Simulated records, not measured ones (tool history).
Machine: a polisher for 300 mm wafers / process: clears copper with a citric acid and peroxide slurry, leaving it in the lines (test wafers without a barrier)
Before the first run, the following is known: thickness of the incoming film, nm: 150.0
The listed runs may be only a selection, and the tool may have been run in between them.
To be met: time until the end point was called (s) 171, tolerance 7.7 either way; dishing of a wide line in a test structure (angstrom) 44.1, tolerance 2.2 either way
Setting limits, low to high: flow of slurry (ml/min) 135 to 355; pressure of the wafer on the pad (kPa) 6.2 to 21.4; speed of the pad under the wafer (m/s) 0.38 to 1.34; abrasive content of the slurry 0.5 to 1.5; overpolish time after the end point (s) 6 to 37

run,day,flow of slurry (ml/min),pressure of the wafer on the pad (kPa),speed of the pad under the wafer (m/s),abrasive content of the slurry,overpolish time after the end point (s),time until the end point was called (s),dishing of a wide line in a test structure (angstrom)
1,0,225,13.8,0.86,1,19,120.81,188.65
2,0.15,225,13.1,0.84,1,17,126.35,157.94
3,0.388,235,12.4,0.82,1.05,16,133.68,143.46
4,0.667,235,12.4,0.82,1.05,11,131.34,101.13
5,0.867,235,12.4,0.82,1.05,14,133.54,126.66
6,0.925,235,15.2,0.82,1.05,14,116.96,149.4
7,1.304,225,13.8,0.84,1,13,125.42,130.54
8,1.642,160,9.7,0.98,0.75,6,150.76,50.469
9,1.975,150,9,0.98,0.75,6,162.51,45.12
10,2.062,145,9,0.98,0.75,6,163.61,47.197

Next run, 4 choices. One meets every target within its allowed miss, the rest don't. Which?
A,2.15,155,7.6,0.88,0.8,6,?,?
B,2.15,185,7.6,0.88,0.65,6,?,?
C,2.15,160,8.3,0.86,0.75,6,?,?
D,2.15,190,8.3,0.9,0.9,6,?,?

move,time until the end point was called (s),dishing of a wide line in a test structure (angstrom)
A,189.03,39.174
B,191.01,38.776
C,184.69,40.098
D,167.08,44.253
A: takes the biggest miss from the last run beyond its target
B: takes the biggest miss from the last run beyond its target
C: takes the biggest miss from the last run beyond its target
D: every result within its allowed miss
D meets every target.
